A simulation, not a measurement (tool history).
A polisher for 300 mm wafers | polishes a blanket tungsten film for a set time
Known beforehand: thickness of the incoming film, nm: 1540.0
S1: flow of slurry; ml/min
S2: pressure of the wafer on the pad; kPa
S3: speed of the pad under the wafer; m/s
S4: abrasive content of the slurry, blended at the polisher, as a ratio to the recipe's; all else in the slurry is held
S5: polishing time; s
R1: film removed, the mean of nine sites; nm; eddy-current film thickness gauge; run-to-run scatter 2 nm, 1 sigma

run	hour	S1	S2	S3	S4	S5	R1
1	0.0	245	21.4	1.16	1.00	22	110.89
2	4.8	245	24.1	1.18	1.00	22	126.26
3	5.6	245	24.1	1.18	1.15	22	132.46
4	10.7	245	26.2	1.20	1.15	22	142.63
5	14.5	245	26.2	0.96	1.15	22	121.59
6	19.6	185	26.2	0.96	1.15	22	115.91
7	22.3	255	32.4	1.26	1.15	22	185.67
8	30.3	260	32.4	1.30	1.15	22	188.60
9	31.3	260	32.4	1.34	1.15	22	189.55

Run 10, settings as shown, results not yet in. Your forecast:
10	31.9	265	32.4	1.38	1.15	22	?

Logged for run 10: R1 197.98 nm.
